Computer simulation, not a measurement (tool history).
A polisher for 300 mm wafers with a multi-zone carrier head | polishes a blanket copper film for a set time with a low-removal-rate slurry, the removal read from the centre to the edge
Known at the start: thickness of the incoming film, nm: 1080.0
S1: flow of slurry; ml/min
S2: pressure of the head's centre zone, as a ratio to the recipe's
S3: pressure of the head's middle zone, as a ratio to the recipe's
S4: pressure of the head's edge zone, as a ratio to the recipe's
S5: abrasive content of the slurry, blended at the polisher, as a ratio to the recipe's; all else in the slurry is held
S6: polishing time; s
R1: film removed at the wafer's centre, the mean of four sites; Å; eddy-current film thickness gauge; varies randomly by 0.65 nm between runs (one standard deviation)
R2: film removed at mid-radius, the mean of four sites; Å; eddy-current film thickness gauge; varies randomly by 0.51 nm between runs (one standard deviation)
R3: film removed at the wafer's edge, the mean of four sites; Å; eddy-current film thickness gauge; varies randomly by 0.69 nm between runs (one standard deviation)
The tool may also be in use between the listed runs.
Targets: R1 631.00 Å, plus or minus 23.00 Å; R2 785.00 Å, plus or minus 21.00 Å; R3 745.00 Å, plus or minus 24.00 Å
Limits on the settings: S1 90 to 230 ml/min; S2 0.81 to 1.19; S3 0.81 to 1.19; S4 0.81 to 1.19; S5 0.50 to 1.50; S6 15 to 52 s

Run 1, hour 0.0: S1 150 ml/min, S2 1.00, S3 1.00, S4 1.00, S5 1.00, S6 33 s. Result: R1 840.53 Å, R2 813.97 Å, R3 755.44 Å.
Run 2, hour 3.8: S1 135 ml/min, S2 0.93, S3 1.01, S4 1.02, S5 1.00, S6 33 s. Result: R1 753.63 Å, R2 810.39 Å, R3 767.65 Å.
Run 3, hour 8.2: S1 135 ml/min, S2 0.93, S3 1.01, S4 1.02, S5 1.00, S6 25 s. Result: R1 568.47 Å, R2 605.19 Å, R3 575.08 Å.
Run 4, hour 16.6: S1 105 ml/min, S2 0.93, S3 1.01, S4 1.02, S5 1.00, S6 25 s. Result: R1 532.01 Å, R2 574.26 Å, R3 558.73 Å.
Run 5, hour 17.7: S1 135 ml/min, S2 0.90, S3 1.03, S4 1.08, S5 1.10, S6 25 s. Result: R1 560.68 Å, R2 635.18 Å, R3 600.06 Å.
Run 6, hour 21.9: S1 135 ml/min, S2 0.90, S3 1.03, S4 1.08, S5 0.90, S6 25 s. Result: R1 541.90 Å, R2 617.07 Å, R3 587.18 Å.
Run 7, hour 22.9: S1 150 ml/min, S2 0.87, S3 1.03, S4 1.12, S5 1.05, S6 26 s. Result: R1 570.06 Å, R2 662.68 Å, R3 643.68 Å.
Run 8, hour 29.3: S1 170 ml/min, S2 0.85, S3 1.04, S4 1.14, S5 1.10, S6 26 s. Result: R1 580.91 Å, R2 687.55 Å, R3 652.13 Å.
At hour 30.6: edge zone pressure recalibrated.
Run 9, hour 30.6: S1 170 ml/min, S2 0.84, S3 1.04, S4 1.15, S5 1.20, S6 27 s. Result: R1 607.72 Å, R2 732.18 Å, R3 730.83 Å.

5 next moves are on the table. One of them brings every result within its allowed miss. Which?
Run A, hour 31.9: S1 200 ml/min, S2 0.85, S3 1.10, S4 1.18, S5 1.05, S6 28 s. Result: R1 ?, R2 ?, R3 ?.
Run B, hour 31.9: S1 165 ml/min, S2 0.90, S3 1.07, S4 1.11, S5 1.10, S6 29 s. Result: R1 ?, R2 ?, R3 ?.
Run C, hour 31.9: S1 195 ml/min, S2 0.88, S3 1.15, S4 1.09, S5 1.00, S6 27 s. Result: R1 ?, R2 ?, R3 ?.
Run D, hour 31.9: S1 175 ml/min, S2 0.92, S3 1.19, S4 1.00, S5 0.95, S6 29 s. Result: R1 ?, R2 ?, R3 ?.
Run E, hour 31.9: S1 180 ml/min, S2 0.81, S3 1.01, S4 1.19, S5 1.05, S6 28 s. Result: R1 ?, R2 ?, R3 ?.

move      R1      R2      R3
   A  628.15  785.58  757.02
   B  673.09  778.72  753.95
   C  619.53  777.29  696.29
   D  677.62  838.52  705.88
   E  587.94  719.72  752.45
A: in spec on every target
B: brings the result that was furthest off to its target, and leaves another outside
C: brings the result that was furthest off to its target, and leaves another outside
D: carries the result that was furthest off beyond its target, to the other side
E: moves away from the targets compared with the last run
The move that meets every target is A.
